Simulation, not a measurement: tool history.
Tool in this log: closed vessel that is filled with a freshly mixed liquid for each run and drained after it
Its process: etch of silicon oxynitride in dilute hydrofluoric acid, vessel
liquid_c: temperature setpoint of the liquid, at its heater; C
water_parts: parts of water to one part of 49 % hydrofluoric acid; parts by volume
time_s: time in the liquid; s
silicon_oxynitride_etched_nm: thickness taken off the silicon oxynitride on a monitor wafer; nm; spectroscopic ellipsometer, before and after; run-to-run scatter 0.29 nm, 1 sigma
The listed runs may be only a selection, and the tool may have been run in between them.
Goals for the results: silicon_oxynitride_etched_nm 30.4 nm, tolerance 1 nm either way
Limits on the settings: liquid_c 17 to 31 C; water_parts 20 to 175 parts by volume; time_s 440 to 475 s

run    day  liquid_c  water_parts  time_s  silicon_oxynitride_etched_nm
  1      0        23           95     440                        16.868
  2  0.275      24.5           95     440                        18.306
  3  0.588      27.5           95     440                        21.099
  4  0.688      27.5          115     440                        16.834
  5  0.754        25          115     440                        14.936
  6  0.988        25          115     440                        15.157
  7  1.183      26.5          105     440                        17.665
  8   1.25      27.5           95     440                         21.02
  9  1.304      28.5           90     440                        23.188
 10  1.683        29           85     440                        25.144
 11  1.883      29.5           80     440                        27.988

Which of these 5 next moves meets every target?
  A  2.083      26.5           70     440                             ?
  B  2.083      29.5           85     475                             ?
  C  2.083      30.5           85     440                             ?
  D  2.083        29           80     450                             ?
  E  2.083        28           70     455                             ?

move  silicon_oxynitride_etched_nm
   A                        27.469
   B                        27.658
   C                        26.808
   D                        27.349
   E                        30.475
A: moves away from the targets compared with the last run
B: moves away from the targets compared with the last run
C: moves away from the targets compared with the last run
D: moves away from the targets compared with the last run
E: in spec on every target
Move E is the one to make.
